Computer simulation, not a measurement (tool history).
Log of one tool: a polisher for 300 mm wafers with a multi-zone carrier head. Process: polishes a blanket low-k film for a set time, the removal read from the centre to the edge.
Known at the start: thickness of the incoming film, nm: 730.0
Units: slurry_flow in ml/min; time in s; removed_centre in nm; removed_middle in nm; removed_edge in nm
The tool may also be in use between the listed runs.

run 1 day=0.000 | slurry_flow=210 centre_zone=1.00 middle_zone=1.00 edge_zone=1.00 slurry_solids=1.00 time=88 | removed_centre=28.380 removed_middle=27.991 removed_edge=28.895
run 2 day=0.167 | slurry_flow=210 centre_zone=1.00 middle_zone=1.00 edge_zone=1.00 slurry_solids=1.20 time=88 | removed_centre=30.673 removed_middle=30.304 removed_edge=31.943
run 3 day=0.496 | slurry_flow=210 centre_zone=0.95 middle_zone=1.00 edge_zone=1.00 slurry_solids=1.20 time=88 | removed_centre=29.391 removed_middle=30.890 removed_edge=31.982
run 4 day=0.638 | slurry_flow=210 centre_zone=0.89 middle_zone=1.00 edge_zone=1.00 slurry_solids=1.20 time=88 | removed_centre=27.715 removed_middle=30.536 removed_edge=31.686
run 5 day=0.929 | slurry_flow=210 centre_zone=0.89 middle_zone=1.00 edge_zone=1.00 slurry_solids=1.20 time=98 | removed_centre=30.726 removed_middle=34.319 removed_edge=35.858
run 6 day=0.954 | slurry_flow=210 centre_zone=0.89 middle_zone=0.97 edge_zone=1.00 slurry_solids=1.20 time=98 | removed_centre=30.506 removed_middle=32.804 removed_edge=34.954
run 7 day=1.012 | slurry_flow=215 centre_zone=0.93 middle_zone=0.99 edge_zone=1.02 slurry_solids=1.25 time=98 | removed_centre=33.111 removed_middle=34.548 removed_edge=36.736
run 8 day=1.279 | slurry_flow=220 centre_zone=0.95 middle_zone=1.00 edge_zone=1.04 slurry_solids=1.30 time=98 | removed_centre=34.724 removed_middle=36.130 removed_edge=38.025
run 9 day=1.629 | slurry_flow=220 centre_zone=0.97 middle_zone=1.00 edge_zone=1.05 slurry_solids=1.35 time=99 | removed_centre=35.535 removed_middle=36.570 removed_edge=38.702
run 10 day=1.712 | slurry_flow=225 centre_zone=0.99 middle_zone=1.00 edge_zone=1.06 slurry_solids=1.35 time=100 | removed_centre=36.520 removed_middle=36.553 removed_edge=38.112
run 11 day=1.933 | slurry_flow=220 centre_zone=1.00 middle_zone=0.99 edge_zone=1.06 slurry_solids=1.35 time=102 | removed_centre=38.082 removed_middle=37.262 removed_edge=39.422
run 12 day=2.242 | slurry_flow=220 centre_zone=1.00 middle_zone=0.99 edge_zone=1.06 slurry_solids=1.35 time=103 | removed_centre=38.493 removed_middle=38.517 removed_edge=40.559
run 13 day=2.346 | slurry_flow=265 centre_zone=1.09 middle_zone=1.01 edge_zone=1.16 slurry_solids=1.45 time=103 | removed_centre=44.957 removed_middle=40.526 removed_edge=43.290

Run 14 comes next. What will it give?
run 14 day=2.442 | slurry_flow=265 centre_zone=1.09 middle_zone=1.01 edge_zone=1.16 slurry_solids=1.45 time=103 | removed_centre=? removed_middle=? removed_edge=?

removed_centre: 45.005 nm
removed_middle: 40.465 nm
removed_edge: 44.108 nm

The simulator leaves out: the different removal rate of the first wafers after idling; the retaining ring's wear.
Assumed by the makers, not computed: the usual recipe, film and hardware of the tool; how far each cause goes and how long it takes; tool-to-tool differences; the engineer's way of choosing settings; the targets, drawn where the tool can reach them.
